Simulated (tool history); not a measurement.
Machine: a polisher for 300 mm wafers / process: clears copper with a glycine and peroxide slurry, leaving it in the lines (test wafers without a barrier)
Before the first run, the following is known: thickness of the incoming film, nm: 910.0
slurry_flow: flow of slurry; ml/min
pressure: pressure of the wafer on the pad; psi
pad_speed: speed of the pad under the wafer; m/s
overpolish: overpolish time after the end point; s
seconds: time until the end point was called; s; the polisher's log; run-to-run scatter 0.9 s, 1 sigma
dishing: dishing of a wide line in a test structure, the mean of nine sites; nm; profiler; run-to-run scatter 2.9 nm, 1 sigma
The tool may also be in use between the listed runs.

| run | day | slurry_flow | pressure | pad_speed | overpolish | seconds | dishing |
|---|---|---|---|---|---|---|---|
| 1 | 0 | 220 | 3.2 | 1.22 | 28 | 104.04 | 113.16 |
| 2 | 0.183 | 220 | 3.2 | 1.02 | 28 | 124.89 | 104.3 |
| 3 | 0.467 | 220 | 3.2 | 0.76 | 28 | 159.76 | 89.171 |
| 4 | 0.658 | 265 | 3.2 | 0.76 | 28 | 157.03 | 91.175 |
| 5 | 0.833 | 265 | 3.8 | 0.9 | 28 | 117 | 109.89 |
| 6 | 0.942 | 265 | 3.8 | 0.9 | 19 | 116.85 | 83.6 |
| 7 | 1.238 | 265 | 4.1 | 1 | 22 | 102.32 | 106.27 |

Run 8 has not been measured yet. What should we expect?
| 8 | 1.375 | 265 | 4.4 | 1.1 | 22 | ? | ? |

Run 8 gave seconds 84.806 s, dishing 114.42 nm.
